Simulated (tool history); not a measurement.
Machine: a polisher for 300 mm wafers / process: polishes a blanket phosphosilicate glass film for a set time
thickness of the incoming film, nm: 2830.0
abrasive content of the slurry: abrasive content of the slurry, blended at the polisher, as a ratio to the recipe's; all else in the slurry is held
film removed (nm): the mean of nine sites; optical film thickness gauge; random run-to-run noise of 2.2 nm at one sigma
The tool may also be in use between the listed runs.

run  hour  flow of slurry (ml/min)  pressure of the wafer on the pad (psi)  speed of the pad under the wafer (m/s)  abrasive content of the slurry  polishing time (s)  film removed (nm)
  1   0.0                      270                                     2.4                                     1.1                             1.0                  56             425.67
  2   2.0                      270                                     2.3                                     1.1                             1.0                  56             396.98
  3   9.4                      270                                     2.2                                     1.1                             1.0                  56             381.99
  4  18.1                      270                                     2.1                                     1.1                             1.0                  56             366.11
  5  20.6                      270                                     2.0                                     1.1                             1.0                  56             347.26
     28.4  -- head pressure recalibrated
  6  28.4                      270                                     1.9                                     1.1                             1.0                  56             317.98

Run 7, settings as shown, results not yet in. Your forecast:
  7  30.4                      270                                     1.8                                     1.1                             1.0                  56                  ?

{"run 7": {"film removed (nm)": 297.38}}
